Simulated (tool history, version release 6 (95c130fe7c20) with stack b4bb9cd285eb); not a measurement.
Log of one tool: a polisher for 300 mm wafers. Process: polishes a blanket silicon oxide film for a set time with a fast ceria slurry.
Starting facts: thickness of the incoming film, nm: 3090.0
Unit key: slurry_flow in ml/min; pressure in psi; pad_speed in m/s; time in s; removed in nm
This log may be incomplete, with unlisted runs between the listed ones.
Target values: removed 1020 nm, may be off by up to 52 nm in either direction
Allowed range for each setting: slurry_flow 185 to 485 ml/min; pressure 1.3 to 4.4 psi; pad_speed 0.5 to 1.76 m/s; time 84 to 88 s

run,hour,slurry_flow,pressure,pad_speed,time,removed
1,0,310,2.8,1.12,84,1474.2
2,6.4,310,2.6,1.12,84,1361.5
3,14.1,310,2.5,1.12,84,1295.9
4,18.1,310,2.5,1.12,84,1314.5
5,18.9,310,2.4,1.12,84,1272.9
6,19.8,310,2.3,1.12,84,1226
7,28.3,310,2.2,1.12,84,1181.6
8,31.5,310,1.8,1.1,84,924.25

Which one of the following 4 next-run settings gets every result inside its allowed miss? There is exactly one.
A,34.7,265,2.1,0.98,87,?
B,34.7,270,2.3,0.94,88,?
C,34.7,275,2.6,0.86,88,?
D,34.7,315,1.8,0.98,84,?

move,removed
A,1036.3
B,1110.6
C,1171.8
D,878.88
A: every result within its allowed miss
B: takes the result that was furthest off past its target
C: takes the result that was furthest off past its target
D: misses by more than the last run did
A is the move that brings every result within its allowed miss.
